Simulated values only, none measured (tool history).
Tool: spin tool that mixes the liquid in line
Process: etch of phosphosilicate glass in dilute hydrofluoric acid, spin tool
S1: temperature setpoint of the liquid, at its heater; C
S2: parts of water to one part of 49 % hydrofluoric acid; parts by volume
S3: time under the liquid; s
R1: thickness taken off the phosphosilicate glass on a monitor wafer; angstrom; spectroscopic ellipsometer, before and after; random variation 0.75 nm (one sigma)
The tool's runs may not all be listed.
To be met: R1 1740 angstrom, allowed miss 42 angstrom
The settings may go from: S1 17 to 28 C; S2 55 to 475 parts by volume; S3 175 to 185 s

run 1 hour=0 | S1=20 S2=265 S3=175 | R1=972.66
run 2 hour=4 | S1=21 S2=255 S3=175 | R1=1059.2
run 3 hour=7.6 | S1=21 S2=220 S3=175 | R1=1273.6
run 4 hour=9.7 | S1=22 S2=220 S3=175 | R1=1327.3
run 5 hour=18.4 | S1=22 S2=305 S3=175 | R1=865.85
run 6 hour=19 | S1=22 S2=365 S3=175 | R1=690.31
-- hour=26.7 hydrofluoric acid flow meter replaced
run 7 hour=26.7 | S1=23 S2=340 S3=175 | R1=839.76
run 8 hour=29.8 | S1=24 S2=325 S3=175 | R1=925.19
run 9 hour=30.4 | S1=24.5 S2=310 S3=175 | R1=1010.5
run 10 hour=36.7 | S1=28 S2=205 S3=175 | R1=1915.7
run 11 hour=37.4 | S1=28 S2=205 S3=175 | R1=1912.3
run 12 hour=39.7 | S1=27.5 S2=205 S3=175 | R1=1893.6
run 13 hour=40.5 | S1=27 S2=205 S3=175 | R1=1865.4
run 14 hour=47.2 | S1=26 S2=205 S3=175 | R1=1787.1

5 next moves are on the table. One of them brings every result within its allowed miss. Which?
run A hour=53.9 | S1=23.5 S2=205 S3=175 | R1=?
run B hour=53.9 | S1=26 S2=210 S3=175 | R1=?
run C hour=53.9 | S1=27.5 S2=220 S3=185 | R1=?
run D hour=53.9 | S1=25.5 S2=195 S3=180 | R1=?
run E hour=53.9 | S1=24.5 S2=210 S3=175 | R1=?

move=A R1=1631.1
move=B R1=1734.8
move=C R1=1825.6
move=D R1=1919
move=E R1=1643.1
A: takes the result that was furthest off past its target
B: meets every target
C: further off than the last run
D: further off than the last run
E: takes the result that was furthest off past its target
Move B is the one to make.
